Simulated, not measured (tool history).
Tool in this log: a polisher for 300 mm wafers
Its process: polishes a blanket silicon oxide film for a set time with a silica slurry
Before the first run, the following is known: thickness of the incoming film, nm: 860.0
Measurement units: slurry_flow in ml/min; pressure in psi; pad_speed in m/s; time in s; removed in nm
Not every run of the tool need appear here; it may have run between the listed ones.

run,hour,slurry_flow,pressure,pad_speed,slurry_solids,time,removed
1,0,165,3.9,1.2,1,47,93.819
2,7.2,165,3.3,1.2,1,47,81.53
3,10.2,165,3.3,1.2,1.1,47,87.165
4,15.1,165,3.3,1.2,0.9,47,78.19
5,20.8,165,3.3,1.44,0.9,47,87.492
6,28.5,160,3.1,1.44,0.9,47,83.133
7,31.6,155,3,1.44,0.9,47,80.562
8,37.5,150,2.9,1.44,0.9,47,76.602

Run 9 is up next; what results do you expect?
9,38.3,145,2.9,1.44,0.9,47,?

Run 9 produced removed 76.554 nm.

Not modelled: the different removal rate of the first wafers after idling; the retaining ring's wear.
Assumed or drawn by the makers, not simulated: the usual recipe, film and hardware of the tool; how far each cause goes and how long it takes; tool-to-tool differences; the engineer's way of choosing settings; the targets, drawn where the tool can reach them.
